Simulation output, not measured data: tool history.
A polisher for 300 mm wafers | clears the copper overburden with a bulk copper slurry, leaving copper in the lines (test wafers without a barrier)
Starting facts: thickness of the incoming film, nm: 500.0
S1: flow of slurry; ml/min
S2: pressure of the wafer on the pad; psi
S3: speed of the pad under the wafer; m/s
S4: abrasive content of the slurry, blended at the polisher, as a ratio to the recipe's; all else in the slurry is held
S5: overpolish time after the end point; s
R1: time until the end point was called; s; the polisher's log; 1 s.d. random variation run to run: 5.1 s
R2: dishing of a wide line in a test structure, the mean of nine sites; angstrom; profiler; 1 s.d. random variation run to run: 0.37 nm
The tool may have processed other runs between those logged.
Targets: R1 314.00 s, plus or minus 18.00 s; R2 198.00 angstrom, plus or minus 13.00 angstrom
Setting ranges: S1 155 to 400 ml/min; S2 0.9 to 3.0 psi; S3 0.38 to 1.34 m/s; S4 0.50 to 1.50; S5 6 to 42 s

{"run": 1, "hour": 0.0, "S1": 255, "S2": 1.9, "S3": 0.86, "S4": 1.0, "S5": 21, "R1": 105.78, "R2": 256.75}
{"run": 2, "hour": 1.7, "S1": 255, "S2": 1.8, "S3": 0.8, "S4": 1.0, "S5": 21, "R1": 120.57, "R2": 256.83}
{"run": 3, "hour": 9.5, "S1": 255, "S2": 1.7, "S3": 0.76, "S4": 1.0, "S5": 19, "R1": 128.37, "R2": 228.42}
{"run": 4, "hour": 16.2, "S1": 255, "S2": 1.7, "S3": 0.76, "S4": 1.2, "S5": 19, "R1": 134.65, "R2": 240.94}
{"run": 5, "hour": 21.4, "S1": 255, "S2": 1.7, "S3": 0.76, "S4": 1.4, "S5": 19, "R1": 129.02, "R2": 242.96}
{"run": 6, "hour": 28.9, "S1": 255, "S2": 1.6, "S3": 0.7, "S4": 1.4, "S5": 20, "R1": 144.89, "R2": 233.23}
{"run": 7, "hour": 32.1, "S1": 255, "S2": 1.6, "S3": 0.7, "S4": 1.4, "S5": 20, "R1": 142.11, "R2": 230.77}
{"run": 8, "hour": 39.4, "S1": 240, "S2": 1.5, "S3": 0.66, "S4": 1.3, "S5": 22, "R1": 166.17, "R2": 229.49}
{"run": 9, "hour": 48.0, "S1": 230, "S2": 0.9, "S3": 0.42, "S4": 1.25, "S5": 22, "R1": 423.57, "R2": 137.7}
{"run": 10, "hour": 52.0, "S1": 230, "S2": 0.9, "S3": 0.42, "S4": 1.25, "S5": 24, "R1": 406.94, "R2": 151.4}
{"run": 11, "hour": 54.0, "S1": 230, "S2": 0.9, "S3": 0.42, "S4": 1.25, "S5": 25, "R1": 414.32, "R2": 154.0}
{"run": 12, "hour": 62.9, "S1": 230, "S2": 0.9, "S3": 0.42, "S4": 1.25, "S5": 26, "R1": 406.26, "R2": 153.23}
{"run": 13, "hour": 67.4, "S1": 200, "S2": 1.5, "S3": 0.38, "S4": 1.05, "S5": 36, "R1": 295.96, "R2": 229.14}

Which single option among these 4 for the next run brings every result within its allowed miss of target? Just one does.
{"run": "A", "hour": 71.9, "S1": 155, "S2": 1.4, "S3": 0.46, "S4": 0.95, "S5": 30, "R1": "?", "R2": "?"}
{"run": "B", "hour": 71.9, "S1": 215, "S2": 1.3, "S3": 0.42, "S4": 0.75, "S5": 30, "R1": "?", "R2": "?"}
{"run": "C", "hour": 71.9, "S1": 215, "S2": 1.3, "S3": 0.46, "S4": 1.15, "S5": 23, "R1": "?", "R2": "?"}
{"run": "D", "hour": 71.9, "S1": 195, "S2": 1.5, "S3": 0.38, "S4": 1.1, "S5": 37, "R1": "?", "R2": "?"}

move=A R1=262.55 R2=215.58
move=B R1=311.61 R2=198.98
move=C R1=266.47 R2=189.01
move=D R1=280.07 R2=229.04
A: its largest miss is bigger than the last run's
B: meets every target
C: corrects the largest miss of the last run, while another result sits out of spec
D: about as far from the targets as the last run
B is the move that brings every result within its allowed miss.
